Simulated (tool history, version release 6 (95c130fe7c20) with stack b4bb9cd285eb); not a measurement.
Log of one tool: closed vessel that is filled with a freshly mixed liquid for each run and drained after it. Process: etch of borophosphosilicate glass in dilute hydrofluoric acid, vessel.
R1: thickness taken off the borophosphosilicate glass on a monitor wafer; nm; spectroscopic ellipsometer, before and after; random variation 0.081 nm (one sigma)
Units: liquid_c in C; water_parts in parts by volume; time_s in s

{"run": 1, "day": 0.0, "liquid_c": 21, "water_parts": 160, "time_s": 30, "R1": 12.532}
{"run": 2, "day": 0.125, "liquid_c": 21, "water_parts": 190, "time_s": 30, "R1": 10.118}
{"run": 3, "day": 0.192, "liquid_c": 20, "water_parts": 190, "time_s": 30, "R1": 9.8764}
{"run": 4, "day": 0.254, "liquid_c": 20, "water_parts": 190, "time_s": 30, "R1": 9.8686}
{"day": 0.321, "done": "hydrofluoric acid flow meter replaced"}
{"run": 5, "day": 0.321, "liquid_c": 21.5, "water_parts": 190, "time_s": 30, "R1": 9.3862}
{"run": 6, "day": 0.458, "liquid_c": 22, "water_parts": 190, "time_s": 30, "R1": 9.3226}

Run 7 comes next. What will it give?
{"run": 7, "day": 0.783, "liquid_c": 22.5, "water_parts": 190, "time_s": 30, "R1": "?"}

R1: 9.474 nm

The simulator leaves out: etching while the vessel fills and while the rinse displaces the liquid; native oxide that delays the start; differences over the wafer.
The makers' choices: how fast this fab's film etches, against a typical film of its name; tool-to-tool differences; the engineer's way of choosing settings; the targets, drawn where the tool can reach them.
